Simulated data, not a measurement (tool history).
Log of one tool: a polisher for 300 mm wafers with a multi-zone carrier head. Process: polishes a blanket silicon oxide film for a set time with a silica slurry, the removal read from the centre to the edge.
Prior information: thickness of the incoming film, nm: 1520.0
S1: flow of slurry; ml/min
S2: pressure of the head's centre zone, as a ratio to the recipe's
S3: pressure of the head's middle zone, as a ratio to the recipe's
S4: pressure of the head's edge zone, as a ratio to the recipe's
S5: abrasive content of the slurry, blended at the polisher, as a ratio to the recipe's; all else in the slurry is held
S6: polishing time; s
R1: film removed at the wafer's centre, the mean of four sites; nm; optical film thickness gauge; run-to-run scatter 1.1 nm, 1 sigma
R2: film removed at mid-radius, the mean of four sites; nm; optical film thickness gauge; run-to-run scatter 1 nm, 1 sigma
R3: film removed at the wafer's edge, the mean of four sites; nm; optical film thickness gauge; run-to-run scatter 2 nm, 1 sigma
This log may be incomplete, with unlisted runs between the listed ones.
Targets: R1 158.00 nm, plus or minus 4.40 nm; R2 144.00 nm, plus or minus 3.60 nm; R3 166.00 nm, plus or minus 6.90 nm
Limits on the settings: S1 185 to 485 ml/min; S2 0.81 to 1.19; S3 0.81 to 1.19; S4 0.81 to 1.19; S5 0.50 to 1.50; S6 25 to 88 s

run 1 hour=0.0 | S1=310 S2=1.00 S3=1.00 S4=1.00 S5=1.00 S6=56 | R1=229.18 R2=221.69 R3=224.57
run 2 hour=4.8 | S1=305 S2=0.99 S3=0.97 S4=0.99 S5=0.90 S6=56 | R1=207.20 R2=199.80 R3=208.31
run 3 hour=7.2 | S1=300 S2=0.98 S3=0.95 S4=0.97 S5=0.85 S6=56 | R1=195.85 R2=190.73 R3=196.67
run 4 hour=8.6 | S1=300 S2=0.98 S3=0.95 S4=1.02 S5=0.85 S6=56 | R1=195.87 R2=187.99 R3=193.88
run 5 hour=12.0 | S1=295 S2=0.97 S3=0.93 S4=1.03 S5=0.85 S6=56 | R1=194.75 R2=186.30 R3=193.57
run 6 hour=19.9 | S1=300 S2=0.97 S3=0.91 S4=1.01 S5=0.80 S6=56 | R1=182.20 R2=173.46 R3=189.44
run 7 hour=27.1 | S1=285 S2=0.97 S3=0.90 S4=1.01 S5=0.80 S6=56 | R1=180.69 R2=172.81 R3=190.35
run 8 hour=35.1 | S1=300 S2=0.97 S3=0.89 S4=1.01 S5=0.75 S6=56 | R1=170.76 R2=160.94 R3=174.47
run 9 hour=41.3 | S1=305 S2=0.97 S3=0.88 S4=1.01 S5=0.75 S6=56 | R1=172.61 R2=158.15 R3=174.40
run 10 hour=47.4 | S1=310 S2=0.96 S3=0.87 S4=1.01 S5=0.75 S6=56 | R1=172.26 R2=156.56 R3=175.99
run 11 hour=53.8 | S1=310 S2=0.95 S3=0.87 S4=1.01 S5=0.75 S6=56 | R1=171.35 R2=156.70 R3=178.04

Exercise: of the 4 proposed moves below, exactly one satisfies all targets within the stated allowed misses. Which move is it?
run A hour=60.2 | S1=245 S2=0.93 S3=0.91 S4=1.02 S5=0.65 S6=67 | R1=? R2=? R3=?
run B hour=60.2 | S1=185 S2=0.97 S3=0.87 S4=1.03 S5=0.80 S6=51 | R1=? R2=? R3=?
run C hour=60.2 | S1=375 S2=1.08 S3=0.87 S4=0.99 S5=0.75 S6=53 | R1=? R2=? R3=?
run D hour=60.2 | S1=280 S2=0.96 S3=0.96 S4=0.84 S5=0.70 S6=58 | R1=? R2=? R3=?

move=A R1=164.75 R2=160.33 R3=178.08
move=B R1=158.65 R2=143.12 R3=166.98
move=C R1=186.39 R2=149.63 R3=169.57
move=D R1=163.70 R2=161.04 R3=160.61
A: lands further from the targets than the last run did
B: each result inside its tolerance
C: lands further from the targets than the last run did
D: lands further from the targets than the last run did
B is the move that brings every result within its allowed miss.
